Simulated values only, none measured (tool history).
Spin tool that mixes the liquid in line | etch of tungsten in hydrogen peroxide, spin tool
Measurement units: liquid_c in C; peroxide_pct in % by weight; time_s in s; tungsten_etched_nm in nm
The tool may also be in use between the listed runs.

Run 1, day 0.000: liquid_c 48.0 C, peroxide_pct 21.5 % by weight, time_s 45 s. Result: tungsten_etched_nm 66.303 nm.
Run 2, day 0.317: liquid_c 49.0 C, peroxide_pct 21.5 % by weight, time_s 45 s. Result: tungsten_etched_nm 70.280 nm.
Run 3, day 0.379: liquid_c 49.0 C, peroxide_pct 21.5 % by weight, time_s 45 s. Result: tungsten_etched_nm 71.117 nm.
Run 4, day 0.588: liquid_c 49.0 C, peroxide_pct 21.5 % by weight, time_s 50 s. Result: tungsten_etched_nm 78.358 nm.
At day 0.758: heated supply line repaired.
Run 5, day 0.758: liquid_c 49.0 C, peroxide_pct 21.5 % by weight, time_s 45 s. Result: tungsten_etched_nm 86.960 nm.
Run 6, day 1.033: liquid_c 49.5 C, peroxide_pct 21.5 % by weight, time_s 45 s. Result: tungsten_etched_nm 89.572 nm.
Run 7, day 1.325: liquid_c 55.5 C, peroxide_pct 21.5 % by weight, time_s 45 s. Result: tungsten_etched_nm 130.020 nm.
Run 8, day 1.667: liquid_c 55.5 C, peroxide_pct 21.5 % by weight, time_s 45 s. Result: tungsten_etched_nm 129.460 nm.

Run 9 has not been measured yet. What should we expect?
Run 9, day 1.821: liquid_c 55.0 C, peroxide_pct 21.5 % by weight, time_s 45 s. Result: tungsten_etched_nm ?.

Run 9 yielded tungsten_etched_nm 125.270 nm.
